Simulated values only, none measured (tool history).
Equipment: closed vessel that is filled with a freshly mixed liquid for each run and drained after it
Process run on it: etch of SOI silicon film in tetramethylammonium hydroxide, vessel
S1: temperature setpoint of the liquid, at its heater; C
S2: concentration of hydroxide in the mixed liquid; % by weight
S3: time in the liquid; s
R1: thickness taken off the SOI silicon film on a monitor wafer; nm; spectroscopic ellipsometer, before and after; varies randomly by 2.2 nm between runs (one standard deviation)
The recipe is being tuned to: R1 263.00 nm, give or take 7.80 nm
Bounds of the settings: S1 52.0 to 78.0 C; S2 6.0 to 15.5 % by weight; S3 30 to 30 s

{"run": 1, "day": 0.0, "S1": 65.0, "S2": 10.5, "S3": 30, "R1": 167.55}
{"run": 2, "day": 0.171, "S1": 67.5, "S2": 10.5, "S3": 30, "R1": 194.96}
{"run": 3, "day": 0.25, "S1": 69.0, "S2": 10.5, "S3": 30, "R1": 213.55}
{"run": 4, "day": 0.429, "S1": 70.0, "S2": 10.5, "S3": 30, "R1": 228.43}
{"day": 0.6, "done": "thermometer replaced"}
{"run": 5, "day": 0.6, "S1": 70.0, "S2": 10.5, "S3": 30, "R1": 205.64}
{"run": 6, "day": 0.867, "S1": 70.0, "S2": 9.5, "S3": 30, "R1": 216.1}
{"run": 7, "day": 1.004, "S1": 71.0, "S2": 9.5, "S3": 30, "R1": 227.41}
{"run": 8, "day": 1.183, "S1": 72.0, "S2": 9.5, "S3": 30, "R1": 240.92}
{"run": 9, "day": 1.467, "S1": 72.5, "S2": 9.5, "S3": 30, "R1": 244.99}

Exactly one of the 5 candidate moves below puts every result within its allowed miss. Which one?
{"run": "A", "day": 1.75, "S1": 73.0, "S2": 8.5, "S3": 30, "R1": "?"}
{"run": "B", "day": 1.75, "S1": 72.0, "S2": 10.0, "S3": 30, "R1": "?"}
{"run": "C", "day": 1.75, "S1": 72.0, "S2": 11.5, "S3": 30, "R1": "?"}
{"run": "D", "day": 1.75, "S1": 71.5, "S2": 10.0, "S3": 30, "R1": "?"}
{"run": "E", "day": 1.75, "S1": 73.0, "S2": 10.0, "S3": 30, "R1": "?"}

move=A R1=267.57
move=B R1=237.51
move=C R1=226.22
move=D R1=230.71
move=E R1=251.66
A: all results land within tolerance of their targets
B: misses by more than the last run did
C: misses by more than the last run did
D: misses by more than the last run did
E: nearer than the last run, and not there yet
The move that meets every target is A.
